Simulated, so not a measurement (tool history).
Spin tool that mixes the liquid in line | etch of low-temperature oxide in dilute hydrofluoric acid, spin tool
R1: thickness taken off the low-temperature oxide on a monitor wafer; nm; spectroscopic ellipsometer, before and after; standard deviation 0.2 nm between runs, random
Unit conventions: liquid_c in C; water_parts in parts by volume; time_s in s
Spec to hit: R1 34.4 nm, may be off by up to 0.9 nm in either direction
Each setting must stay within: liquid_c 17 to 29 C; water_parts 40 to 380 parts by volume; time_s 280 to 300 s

Run 1, hour 0: liquid_c 21 C, water_parts 210 parts by volume, time_s 280 s. Result: R1 17.314 nm.
Run 2, hour 3.5: liquid_c 23 C, water_parts 190 parts by volume, time_s 280 s. Result: R1 20.89 nm.
Run 3, hour 10.1: liquid_c 24.5 C, water_parts 175 parts by volume, time_s 280 s. Result: R1 24.216 nm.
Run 4, hour 19: liquid_c 25.5 C, water_parts 165 parts by volume, time_s 280 s. Result: R1 27.144 nm.
Run 5, hour 26.3: liquid_c 26.5 C, water_parts 160 parts by volume, time_s 280 s. Result: R1 29.378 nm.
Run 6, hour 27.1: liquid_c 26.5 C, water_parts 160 parts by volume, time_s 300 s. Result: R1 30.918 nm.
Run 7, hour 35.1: liquid_c 27 C, water_parts 160 parts by volume, time_s 300 s. Result: R1 31.422 nm.
Run 8, hour 39.9: liquid_c 27.5 C, water_parts 160 parts by volume, time_s 300 s. Result: R1 32.465 nm.
Run 9, hour 46.2: liquid_c 28 C, water_parts 160 parts by volume, time_s 300 s. Result: R1 32.969 nm.

Consider the 5 candidate settings below. Which is the only one whose results all fall within their allowed miss of target?
Run A, hour 52.5: liquid_c 26 C, water_parts 145 parts by volume, time_s 300 s. Result: R1 ?.
Run B, hour 52.5: liquid_c 27.5 C, water_parts 160 parts by volume, time_s 300 s. Result: R1 ?.
Run C, hour 52.5: liquid_c 29 C, water_parts 170 parts by volume, time_s 295 s. Result: R1 ?.
Run D, hour 52.5: liquid_c 25.5 C, water_parts 150 parts by volume, time_s 300 s. Result: R1 ?.
Run E, hour 52.5: liquid_c 28 C, water_parts 165 parts by volume, time_s 290 s. Result: R1 ?.

move      R1
   A  34.367
   B  32.333
   C  31.205
   D  32.408
   E  30.677
A: all results land within tolerance of their targets
B: the biggest miss grows against the last run
C: the biggest miss grows against the last run
D: the biggest miss grows against the last run
E: the biggest miss grows against the last run
A meets every target.

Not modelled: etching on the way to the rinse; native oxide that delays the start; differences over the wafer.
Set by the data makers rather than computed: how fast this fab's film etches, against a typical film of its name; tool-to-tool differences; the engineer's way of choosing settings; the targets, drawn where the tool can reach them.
